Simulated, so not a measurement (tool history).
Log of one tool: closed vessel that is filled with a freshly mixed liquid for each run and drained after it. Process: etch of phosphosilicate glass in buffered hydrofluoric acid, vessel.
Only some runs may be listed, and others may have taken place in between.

| run | hour | temperature setpoint of the liquid (°C) | parts of 40 % ammonium fluoride to one part of 49 % hydrofluoric acid (parts by volume) | time in the liquid (s) | thickness taken off the phosphosilicate glass on a monitor wafer (angstrom) |
|---|---|---|---|---|---|
| 1 | 0.0 | 21.0 | 13.5 | 95 | 3726.2 |
| 2 | 7.1 | 21.0 | 16.0 | 95 | 3115.8 |
| 3 | 13.9 | 22.5 | 16.0 | 95 | 3392.8 |
| 4 | 21.6 | 21.5 | 16.0 | 95 | 3241.7 |
| 5 | 26.0 | 21.5 | 16.0 | 100 | 3421.3 |
| 6 | 27.0 | 21.5 | 16.0 | 95 | 3246.1 |
| 7 | 29.4 | 21.5 | 16.0 | 95 | 3228.6 |

Expected results for the next run?
| 8 | 38.7 | 20.5 | 16.0 | 95 | ? |

For run 8 the tool returned thickness taken off the phosphosilicate glass on a monitor wafer (angstrom) 3035.2.
